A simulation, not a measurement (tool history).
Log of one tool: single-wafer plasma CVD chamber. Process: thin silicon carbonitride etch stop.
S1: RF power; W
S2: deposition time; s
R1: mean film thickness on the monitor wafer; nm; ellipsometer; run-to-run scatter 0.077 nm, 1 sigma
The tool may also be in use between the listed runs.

run  hour   S1    S2      R1
  1   0.0  255  27.2  16.906
  2   8.3  250  26.7  16.385
  3  13.8  245  26.3  16.230
  4  15.9  240  25.8  15.717
  5  17.8  235  25.5  15.583
  6  25.5  235  25.1  15.239
  7  31.0  230  24.9  15.161

What will run 8 give?
  8  34.6  210  22.5   ?

R1: 13.332 nm
